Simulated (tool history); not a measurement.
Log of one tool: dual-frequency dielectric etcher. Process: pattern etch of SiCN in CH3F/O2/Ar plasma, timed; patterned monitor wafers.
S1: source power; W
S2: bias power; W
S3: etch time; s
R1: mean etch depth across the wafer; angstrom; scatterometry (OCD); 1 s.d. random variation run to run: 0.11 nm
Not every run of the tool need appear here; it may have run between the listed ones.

run 1 hour=0 | S1=310 S2=83 S3=80 | R1=254.86
run 2 hour=3.3 | S1=340 S2=83 S3=80 | R1=264.14
run 3 hour=11.6 | S1=340 S2=83 S3=83.5 | R1=276.01
run 4 hour=19.6 | S1=300 S2=80 S3=83.5 | R1=261.35
run 5 hour=25.4 | S1=270 S2=79 S3=83.5 | R1=252.23
run 6 hour=27.3 | S1=230 S2=79 S3=83.5 | R1=242.14
run 7 hour=29.6 | S1=220 S2=78 S3=83.5 | R1=237.72

Run 8, settings as shown, results not yet in. Your forecast:
run 8 hour=37.2 | S1=210 S2=78 S3=83.5 | R1=?

R1: 234.38 angstrom

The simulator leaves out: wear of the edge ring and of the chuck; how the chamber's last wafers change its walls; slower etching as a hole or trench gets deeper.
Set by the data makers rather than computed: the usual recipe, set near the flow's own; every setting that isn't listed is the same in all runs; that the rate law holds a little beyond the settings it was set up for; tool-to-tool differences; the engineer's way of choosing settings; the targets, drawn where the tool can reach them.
